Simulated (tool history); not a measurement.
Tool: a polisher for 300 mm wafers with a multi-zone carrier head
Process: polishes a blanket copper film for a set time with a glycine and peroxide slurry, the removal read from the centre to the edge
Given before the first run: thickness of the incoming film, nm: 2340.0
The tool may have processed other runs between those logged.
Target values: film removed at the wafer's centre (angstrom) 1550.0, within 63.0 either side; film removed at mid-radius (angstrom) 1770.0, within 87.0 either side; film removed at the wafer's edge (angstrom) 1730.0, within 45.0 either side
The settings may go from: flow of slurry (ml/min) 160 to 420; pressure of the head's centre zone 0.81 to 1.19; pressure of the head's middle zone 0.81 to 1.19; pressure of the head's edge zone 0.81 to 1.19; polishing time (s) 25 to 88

run,hour,flow of slurry (ml/min),pressure of the head's centre zone,pressure of the head's middle zone,pressure of the head's edge zone,polishing time (s),film removed at the wafer's centre (angstrom),film removed at mid-radius (angstrom),film removed at the wafer's edge (angstrom)
1,0.0,270,1.00,1.00,1.00,56,2065.8,2048.0,2023.3
2,2.2,270,1.00,0.93,1.00,56,2037.7,1938.5,2025.7
3,11.1,270,1.00,0.93,0.94,56,2047.8,1971.8,1958.9
4,18.4,225,1.00,0.93,0.94,56,1978.3,1875.9,1927.3
5,22.3,220,0.98,0.93,0.93,56,1919.4,1882.6,1914.4
6,28.0,215,0.96,0.93,0.92,56,1855.6,1881.3,1890.4
7,36.5,210,0.95,0.93,0.91,56,1892.4,1921.2,1889.7
8,43.6,205,0.93,0.92,0.91,55,1845.2,1851.7,1865.4
9,50.7,200,0.91,0.93,0.92,54,1725.1,1778.1,1816.0

Exactly one of the 4 candidate moves below puts every result within its allowed miss. Which one?
A,57.8,250,1.08,1.00,0.84,52,?,?,?
B,57.8,230,1.03,0.91,0.85,54,?,?,?
C,57.8,170,0.85,0.98,0.89,53,?,?,?
D,57.8,230,0.98,0.92,0.93,55,?,?,?

move,film removed at the wafer's centre (angstrom),film removed at mid-radius (angstrom),film removed at the wafer's edge (angstrom)
A,2010.3,1862.3,1727.0
B,1974.1,1783.5,1789.6
C,1540.6,1756.4,1724.4
D,1923.0,1831.4,1898.8
A: the biggest miss grows against the last run
B: the biggest miss grows against the last run
C: in spec on every target
D: the biggest miss grows against the last run
Move C is the one to make.
